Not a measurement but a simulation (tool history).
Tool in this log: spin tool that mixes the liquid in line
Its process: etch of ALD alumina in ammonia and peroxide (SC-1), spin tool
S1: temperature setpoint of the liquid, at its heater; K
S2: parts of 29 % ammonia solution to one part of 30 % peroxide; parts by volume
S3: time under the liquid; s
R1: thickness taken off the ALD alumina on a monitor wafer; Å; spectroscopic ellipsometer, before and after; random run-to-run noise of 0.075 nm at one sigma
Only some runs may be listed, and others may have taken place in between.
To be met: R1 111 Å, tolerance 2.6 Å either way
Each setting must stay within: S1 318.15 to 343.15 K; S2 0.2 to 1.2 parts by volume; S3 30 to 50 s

run  hour      S1    S2  S3      R1
  1     0  334.15   0.9  50  69.503
  2   0.7  338.15   0.9  50  85.062
  3   1.3  339.65  0.95  50  92.839
  4  10.3  340.65  0.95  50  96.243
  5  17.1  341.65     1  50  101.01
  6  18.7  341.65     1  50  102.26
  7  26.4  341.65     1  50   101.3
  8  28.6  342.15  1.05  50  105.53
  9  36.9  342.65  1.05  50  107.09

Of the 4 settings listed for the next run, only one would bring every result within its allowed miss of target. Which one?
  A  45.2  343.15  0.55  50   ?
  B  45.2  342.15   0.9  50   ?
  C  45.2  342.15  0.85  50   ?
  D  45.2  343.15   1.2  50   ?

move      R1
   A  102.45
   B  102.26
   C  101.71
   D  110.26
A: the biggest miss grows against the last run
B: the biggest miss grows against the last run
C: the biggest miss grows against the last run
D: in spec on every target
Answer: D
